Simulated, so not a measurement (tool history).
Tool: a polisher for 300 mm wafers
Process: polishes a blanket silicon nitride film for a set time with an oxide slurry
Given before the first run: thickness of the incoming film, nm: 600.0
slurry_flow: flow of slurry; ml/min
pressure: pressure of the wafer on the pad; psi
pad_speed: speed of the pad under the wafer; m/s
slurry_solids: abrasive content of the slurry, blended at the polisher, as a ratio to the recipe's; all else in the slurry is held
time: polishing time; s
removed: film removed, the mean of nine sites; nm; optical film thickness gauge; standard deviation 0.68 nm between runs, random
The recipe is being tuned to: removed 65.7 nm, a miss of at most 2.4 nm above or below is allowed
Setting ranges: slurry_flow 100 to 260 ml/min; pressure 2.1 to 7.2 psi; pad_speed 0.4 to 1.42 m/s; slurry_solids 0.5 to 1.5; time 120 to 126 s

run  hour  slurry_flow  pressure  pad_speed  slurry_solids  time  removed
  1     0          165       4.6        0.9              1   120   85.694
  2   8.4          165       4.5        0.9              1   120   86.177
  3  13.1          165       4.5        1.1              1   120   99.881
  4    17          165       4.3        1.1              1   120   97.512
  5  22.8          165       4.1        1.1              1   120   93.032
  6    25          165       4.1        1.1            0.8   120   81.173
  7  32.2          150       3.1       1.08            0.8   120   62.103
     40.6  -- head pressure recalibrated
  8  40.6          160       3.2       1.08            0.8   120   70.968
  9  46.2          150       3.2       1.08            0.8   120   70.543

Of the 4 settings listed for the next run, only one would bring every result within its allowed miss of target. Which one?
  A  51.8          190       2.6       1.24            0.7   124        ?
  B  51.8          125       3.2       1.04           0.95   120        ?
  C  51.8          165       3.6       1.02           0.85   120        ?
  D  51.8          140       3.1       1.08            0.8   126        ?

move  removed
   A   64.353
   B   72.033
   C   77.019
   D   69.941
A: in spec on every target
B: further off than the last run
C: further off than the last run
D: closes in on the targets versus the last run, not all within tolerance yet
A meets every target.
